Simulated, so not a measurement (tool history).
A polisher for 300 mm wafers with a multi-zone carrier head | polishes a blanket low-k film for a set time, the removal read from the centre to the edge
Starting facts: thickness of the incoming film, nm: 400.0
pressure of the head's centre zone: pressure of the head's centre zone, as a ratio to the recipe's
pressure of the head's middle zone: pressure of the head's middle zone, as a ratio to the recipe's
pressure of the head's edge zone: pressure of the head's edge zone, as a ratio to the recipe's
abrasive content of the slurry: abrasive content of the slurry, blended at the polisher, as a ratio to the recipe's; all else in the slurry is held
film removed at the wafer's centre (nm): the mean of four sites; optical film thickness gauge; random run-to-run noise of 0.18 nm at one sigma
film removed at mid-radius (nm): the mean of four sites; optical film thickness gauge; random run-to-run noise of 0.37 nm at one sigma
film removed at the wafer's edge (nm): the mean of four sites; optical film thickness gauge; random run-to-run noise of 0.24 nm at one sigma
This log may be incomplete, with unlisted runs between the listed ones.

run  hour  flow of slurry (ml/min)  pressure of the head's centre zone  pressure of the head's middle zone  pressure of the head's edge zone  abrasive content of the slurry  polishing time (s)  film removed at the wafer's centre (nm)  film removed at mid-radius (nm)  film removed at the wafer's edge (nm)
  1     0                      225                                   1                                   1                                 1                               1                  70                                   26.237                           25.584                                 25.555
  2   4.4                      225                                   1                                   1                                 1                            0.85                  70                                   23.889                           23.837                                 23.431
  3  13.3                      225                                   1                                0.92                                 1                            0.85                  70                                   23.858                           21.584                                 23.575
  4  19.2                      225                                1.06                                0.92                                 1                            0.85                  70                                   25.444                           21.855                                 23.457
  5  25.3                      225                                1.06                                0.92                                 1                            0.85                  58                                   21.448                           18.056                                 19.645
  6  31.9                      225                                1.06                                0.89                                 1                            0.85                  58                                   21.015                           17.446                                 19.462
  7  35.9                      225                                1.06                                0.89                                 1                            0.85                  58                                   21.245                           17.433                                 19.632
  8  38.6                      230                                1.04                                0.93                              1.03                             0.9                  58                                   21.841                           19.197                                 20.464
  9  42.6                      235                                1.02                                0.95                              1.06                            0.95                  58                                   21.809                           20.336                                 21.778

Run 10, settings as shown, results not yet in. Your forecast:
 10  49.1                      245                                1.02                                0.97                              1.08                            0.95                  58                                        ?                                ?                                      ?

{"run 10": {"film removed at the wafer's centre (nm)": 21.764, "film removed at mid-radius (nm)": 20.531, "film removed at the wafer's edge (nm)": 21.508}}
